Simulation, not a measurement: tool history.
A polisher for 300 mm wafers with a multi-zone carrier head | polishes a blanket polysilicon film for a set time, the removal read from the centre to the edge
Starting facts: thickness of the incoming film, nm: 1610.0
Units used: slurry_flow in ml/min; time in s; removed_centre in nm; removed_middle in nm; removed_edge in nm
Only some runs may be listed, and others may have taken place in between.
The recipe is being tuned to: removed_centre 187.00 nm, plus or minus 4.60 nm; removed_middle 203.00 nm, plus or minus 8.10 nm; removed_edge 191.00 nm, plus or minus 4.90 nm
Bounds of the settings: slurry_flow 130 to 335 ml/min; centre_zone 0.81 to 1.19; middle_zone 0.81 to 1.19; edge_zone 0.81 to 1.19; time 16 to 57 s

run	day	slurry_flow	centre_zone	middle_zone	edge_zone	time	removed_centre	removed_middle	removed_edge
1	0.000	215	1.00	1.00	1.00	36	170.98	170.23	178.69
2	0.225	215	1.00	1.00	1.06	36	171.66	168.32	182.55
3	0.462	215	1.00	0.92	1.06	36	169.79	156.58	183.53
4	0.750	215	0.93	0.92	1.06	36	162.99	157.45	186.90
5	0.775	225	0.94	0.95	1.06	36	161.55	164.04	185.05
6	0.867	225	0.94	0.92	1.06	36	165.35	159.57	185.53
7	1.142	240	0.95	0.94	1.06	36	163.76	161.77	187.58
8	1.454	240	0.97	0.97	1.06	36	168.97	164.52	183.70
9	1.708	240	0.97	1.00	1.06	36	169.10	169.70	184.80
10	2.050	240	0.98	1.03	1.06	36	169.76	173.87	184.63
# day 2.129: edge zone pressure recalibrated
11	2.129	300	1.04	1.13	1.04	37	189.76	197.37	180.28
12	2.454	300	1.03	1.13	1.05	37	188.98	194.26	180.78
13	2.662	295	1.02	1.14	1.06	37	186.13	202.37	184.65
14	2.817	295	1.02	1.14	1.07	37	186.37	199.73	183.13

4 candidate next runs follow, results not yet known. Just one meets every target within its allowed miss. Identify it.
A	2.971	235	0.95	0.93	1.12	41	?	?	?
B	2.971	335	0.96	1.09	1.03	39	?	?	?
C	2.971	235	1.02	0.99	1.18	40	?	?	?
D	2.971	285	0.96	1.08	1.19	40	?	?	?

move	removed_centre	removed_middle	removed_edge
A	188.39	186.35	204.50
B	186.76	208.19	190.54
C	197.53	191.50	204.39
D	189.04	209.33	207.28
A: the result that was furthest off in the last run now lies on the other side of its target
B: each result inside its tolerance
C: the result that was furthest off in the last run now lies on the other side of its target
D: the result that was furthest off in the last run now lies on the other side of its target
Answer: B
